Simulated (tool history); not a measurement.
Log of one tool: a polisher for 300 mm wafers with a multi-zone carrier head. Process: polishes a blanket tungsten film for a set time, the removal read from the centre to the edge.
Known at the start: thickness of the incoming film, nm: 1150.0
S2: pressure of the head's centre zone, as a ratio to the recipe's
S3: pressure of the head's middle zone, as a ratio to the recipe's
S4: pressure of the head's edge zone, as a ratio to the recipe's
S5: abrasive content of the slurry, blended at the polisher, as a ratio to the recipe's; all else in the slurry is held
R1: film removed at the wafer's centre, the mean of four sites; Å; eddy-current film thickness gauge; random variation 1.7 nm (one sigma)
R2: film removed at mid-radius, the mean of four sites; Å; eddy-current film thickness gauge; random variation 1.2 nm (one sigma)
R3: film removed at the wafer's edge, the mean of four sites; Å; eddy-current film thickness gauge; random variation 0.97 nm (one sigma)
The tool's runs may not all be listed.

Run 1, hour 0.0: flow of slurry (ml/min) 320, S2 1.00, S3 1.00, S4 1.00, S5 1.00, polishing time (s) 45. Result: R1 1328.6 Å, R2 1290.5 Å, R3 1275.0 Å.
Run 2, hour 8.4: flow of slurry (ml/min) 325, S2 0.98, S3 1.02, S4 1.03, S5 1.05, polishing time (s) 45. Result: R1 1298.3 Å, R2 1351.2 Å, R3 1304.5 Å.
Run 3, hour 9.0: flow of slurry (ml/min) 330, S2 0.97, S3 1.02, S4 1.06, S5 1.05, polishing time (s) 45. Result: R1 1319.0 Å, R2 1336.7 Å, R3 1334.5 Å.
Run 4, hour 10.3: flow of slurry (ml/min) 330, S2 0.97, S3 1.02, S4 1.12, S5 1.05, polishing time (s) 45. Result: R1 1315.9 Å, R2 1348.7 Å, R3 1351.7 Å.
Run 5, hour 17.2: flow of slurry (ml/min) 330, S2 0.97, S3 1.02, S4 1.12, S5 1.05, polishing time (s) 40. Result: R1 1182.7 Å, R2 1186.3 Å, R3 1203.2 Å.
Run 6, hour 22.8: flow of slurry (ml/min) 280, S2 0.97, S3 1.02, S4 1.12, S5 1.05, polishing time (s) 40. Result: R1 1155.2 Å, R2 1171.8 Å, R3 1179.1 Å.
Run 7, hour 23.8: flow of slurry (ml/min) 305, S2 0.96, S3 1.03, S4 1.14, S5 1.15, polishing time (s) 40. Result: R1 1195.6 Å, R2 1220.5 Å, R3 1247.1 Å.
Run 8, hour 30.5: flow of slurry (ml/min) 320, S2 0.95, S3 1.05, S4 1.15, S5 1.20, polishing time (s) 40. Result: R1 1170.6 Å, R2 1256.2 Å, R3 1263.2 Å.
Run 9, hour 38.7: flow of slurry (ml/min) 335, S2 0.95, S3 1.06, S4 1.16, S5 1.25, polishing time (s) 40. Result: R1 1180.0 Å, R2 1255.2 Å, R3 1286.2 Å.

Forecast run 10:
Run 10, hour 47.2: flow of slurry (ml/min) 330, S2 0.93, S3 1.16, S4 1.18, S5 1.50, polishing time (s) 43. Result: R1 ?, R2 ?, R3 ?.

R1: 1311.0 Å
R2: 1509.4 Å
R3: 1446.0 Å
